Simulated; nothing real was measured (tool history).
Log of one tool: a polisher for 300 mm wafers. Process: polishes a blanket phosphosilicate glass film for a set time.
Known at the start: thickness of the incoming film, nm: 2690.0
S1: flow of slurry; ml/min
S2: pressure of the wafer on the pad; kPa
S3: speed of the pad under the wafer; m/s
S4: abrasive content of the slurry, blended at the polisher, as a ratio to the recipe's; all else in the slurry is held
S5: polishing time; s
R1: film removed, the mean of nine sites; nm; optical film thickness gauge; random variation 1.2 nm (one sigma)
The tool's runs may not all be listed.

run	hour	S1	S2	S3	S4	S5	R1
1	0	310	16.5	1.16	1	48	338.65
2	7.6	270	16.5	1.16	1	48	333.98
3	13.6	270	16.5	1.02	1	48	301.66
4	18	270	16.5	1.02	1	42	262.77
5	22.8	265	15.9	1.02	1	42	254.21
6	29.6	265	15.9	1.02	1.15	42	273.8
7	33.7	260	15.2	1.02	1.15	42	260.97
8	35.2	255	14.5	1.02	1.15	42	251.63

Run 9 comes next. What will it give?
9	42.6	255	13.8	1.02	1.15	42	?

Run 9 gave R1 244.62 nm.
